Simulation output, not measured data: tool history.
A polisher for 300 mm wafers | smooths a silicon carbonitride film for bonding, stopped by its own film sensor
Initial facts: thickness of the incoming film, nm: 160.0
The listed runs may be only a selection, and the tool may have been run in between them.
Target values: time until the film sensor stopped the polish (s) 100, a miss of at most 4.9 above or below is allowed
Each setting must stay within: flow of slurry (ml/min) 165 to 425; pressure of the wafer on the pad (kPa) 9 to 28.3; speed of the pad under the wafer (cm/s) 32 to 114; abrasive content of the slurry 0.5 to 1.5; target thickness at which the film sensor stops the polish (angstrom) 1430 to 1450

run  hour  flow of slurry (ml/min)  pressure of the wafer on the pad (kPa)  speed of the pad under the wafer (cm/s)  abrasive content of the slurry  target thickness at which the film sensor stops the polish (angstrom)  time until the film sensor stopped the polish (s)
  1     0                      275                                    18.6                                       72                               1                                                                   1430                                             68.964
  2     4                      275                                    17.9                                       72                               1                                                                   1430                                             71.991
  3   7.4                      275                                    17.2                                       72                               1                                                                   1430                                             72.871
  4    11                      220                                    17.2                                       72                               1                                                                   1430                                             73.853
  5  16.4                      220                                    16.5                                       72                               1                                                                   1430                                             75.899
  6  21.3                      220                                    15.9                                       72                               1                                                                   1430                                              79.23
  7  26.8                      220                                    15.9                                       72                               1                                                                   1430                                             79.779
  8  33.2                      220                                    15.2                                       72                               1                                                                   1430                                             81.937
  9  35.5                      220                                    14.5                                       72                               1                                                                   1430                                             83.785
 10  37.7                      220                                    10.3                                       70                               1                                                                   1430                                             106.64

Below are 5 possible settings for the next run. Only one of them brings all results inside the allowed miss of their targets. Which is it?
  A  39.9                      270                                     9.7                                       46                             1.1                                                                   1450                                                  ?
  B  39.9                      235                                    10.3                                       78                            0.95                                                                   1430                                                  ?
  C  39.9                      220                                    10.3                                       70                             0.8                                                                   1430                                                  ?
  D  39.9                      245                                    10.3                                       66                               1                                                                   1430                                                  ?
  E  39.9                      235                                       9                                       60                             1.2                                                                   1430                                                  ?

move  time until the film sensor stopped the polish (s)
   A                                             116.24
   B                                             100.27
   C                                             114.68
   D                                             108.26
   E                                             117.36
A: the biggest miss grows against the last run
B: meets every target
C: the biggest miss grows against the last run
D: the biggest miss grows against the last run
E: the biggest miss grows against the last run
B is the move that brings every result within its allowed miss.

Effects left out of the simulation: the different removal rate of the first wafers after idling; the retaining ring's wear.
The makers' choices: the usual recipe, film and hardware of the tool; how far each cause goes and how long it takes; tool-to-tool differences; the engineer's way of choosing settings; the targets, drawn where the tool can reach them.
